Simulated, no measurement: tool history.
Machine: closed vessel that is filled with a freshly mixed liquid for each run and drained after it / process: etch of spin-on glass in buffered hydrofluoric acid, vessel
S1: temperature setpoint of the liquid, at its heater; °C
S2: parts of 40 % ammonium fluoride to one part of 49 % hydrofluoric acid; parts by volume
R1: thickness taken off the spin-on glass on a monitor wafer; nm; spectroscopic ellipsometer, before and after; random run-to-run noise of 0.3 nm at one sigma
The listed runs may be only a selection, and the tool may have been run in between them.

Run 1, hour 0: S1 24 °C, S2 9 parts by volume, time in the liquid (s) 35. Result: R1 123.84 nm.
Run 2, hour 9.1: S1 25.5 °C, S2 9 parts by volume, time in the liquid (s) 35. Result: R1 135.43 nm.
Run 3, hour 11.7: S1 23 °C, S2 9 parts by volume, time in the liquid (s) 35. Result: R1 117.19 nm.
Run 4, hour 19.3: S1 21 °C, S2 9 parts by volume, time in the liquid (s) 35. Result: R1 105.45 nm.
Run 5, hour 26.8: S1 20 °C, S2 9 parts by volume, time in the liquid (s) 35. Result: R1 100.12 nm.
Run 6, hour 28.4: S1 20 °C, S2 10 parts by volume, time in the liquid (s) 35. Result: R1 93.928 nm.
Run 7, hour 36.4: S1 20 °C, S2 10 parts by volume, time in the liquid (s) 35. Result: R1 93.533 nm.

Run 8 is up next; what results do you expect?
Run 8, hour 38.8: S1 17 °C, S2 10 parts by volume, time in the liquid (s) 35. Result: R1 ?.

R1: 79.403 nm
